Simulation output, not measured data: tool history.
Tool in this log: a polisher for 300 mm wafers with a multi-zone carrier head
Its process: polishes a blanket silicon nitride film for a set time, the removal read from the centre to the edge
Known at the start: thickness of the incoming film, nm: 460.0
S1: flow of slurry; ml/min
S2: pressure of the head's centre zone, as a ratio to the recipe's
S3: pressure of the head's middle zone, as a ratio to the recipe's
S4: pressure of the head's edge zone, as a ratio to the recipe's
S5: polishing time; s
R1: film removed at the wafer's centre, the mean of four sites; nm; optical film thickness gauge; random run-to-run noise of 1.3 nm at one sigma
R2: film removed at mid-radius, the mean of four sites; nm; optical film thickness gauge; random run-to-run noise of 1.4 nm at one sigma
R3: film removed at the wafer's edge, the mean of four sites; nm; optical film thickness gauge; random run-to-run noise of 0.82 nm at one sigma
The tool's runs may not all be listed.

run,hour,S1,S2,S3,S4,S5,R1,R2,R3
1,0.0,155,1.00,1.00,1.00,67,93.467,97.435,93.590
2,8.7,130,1.00,1.00,1.00,67,90.151,94.375,90.983
3,17.5,130,1.04,1.00,1.00,67,93.866,93.411,90.648
4,22.6,130,1.07,1.00,1.00,67,92.355,92.725,89.687
5,23.7,130,1.07,1.00,1.05,67,93.272,94.235,93.019
6,28.2,150,1.04,1.00,1.09,69,96.493,97.204,100.210

What does the tool deliver on the next run?
7,33.2,165,1.01,1.02,1.12,70,?,?,?

{"run 7": {"R1": 97.549, "R2": 103.48, "R3": 104.11}}
